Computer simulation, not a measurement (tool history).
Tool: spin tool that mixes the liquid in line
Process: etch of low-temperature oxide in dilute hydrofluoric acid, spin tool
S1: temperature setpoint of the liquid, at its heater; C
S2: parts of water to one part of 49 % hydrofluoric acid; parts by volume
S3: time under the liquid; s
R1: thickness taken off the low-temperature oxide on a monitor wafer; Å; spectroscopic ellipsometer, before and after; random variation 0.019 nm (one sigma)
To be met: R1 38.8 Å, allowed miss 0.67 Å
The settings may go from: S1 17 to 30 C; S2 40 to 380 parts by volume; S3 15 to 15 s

Run 1, hour 0: S1 22 C, S2 210 parts by volume, S3 15 s. Result: R1 16.759 Å.
Run 2, hour 1.1: S1 22 C, S2 210 parts by volume, S3 15 s. Result: R1 16.902 Å.
Run 3, hour 5.8: S1 25 C, S2 210 parts by volume, S3 15 s. Result: R1 18.85 Å.
Run 4, hour 9.5: S1 26.5 C, S2 185 parts by volume, S3 15 s. Result: R1 23.219 Å.
Run 5, hour 10.1: S1 27.5 C, S2 165 parts by volume, S3 15 s. Result: R1 27.977 Å.
Run 6, hour 11.7: S1 28 C, S2 155 parts by volume, S3 15 s. Result: R1 30.34 Å.
Run 7, hour 14.8: S1 28.5 C, S2 150 parts by volume, S3 15 s. Result: R1 32.383 Å.
Run 8, hour 19.1: S1 29 C, S2 145 parts by volume, S3 15 s. Result: R1 33.823 Å.
Run 9, hour 28.2: S1 29.5 C, S2 140 parts by volume, S3 15 s. Result: R1 36.316 Å.

5 next moves are on the table. One of them brings every result within its allowed miss. Which?
Run A, hour 37.3: S1 29 C, S2 135 parts by volume, S3 15 s. Result: R1 ?.
Run B, hour 37.3: S1 28.5 C, S2 140 parts by volume, S3 15 s. Result: R1 ?.
Run C, hour 37.3: S1 30 C, S2 140 parts by volume, S3 15 s. Result: R1 ?.
Run D, hour 37.3: S1 30 C, S2 130 parts by volume, S3 15 s. Result: R1 ?.
Run E, hour 37.3: S1 26.5 C, S2 120 parts by volume, S3 15 s. Result: R1 ?.

move      R1
   A   36.77
   B  34.586
   C  36.533
   D  39.874
   E  38.404
A: nearer than the last run, and not there yet
B: further off than the last run
C: nearer than the last run, and not there yet
D: takes the result that was furthest off past its target
E: meets every target
Answer: E

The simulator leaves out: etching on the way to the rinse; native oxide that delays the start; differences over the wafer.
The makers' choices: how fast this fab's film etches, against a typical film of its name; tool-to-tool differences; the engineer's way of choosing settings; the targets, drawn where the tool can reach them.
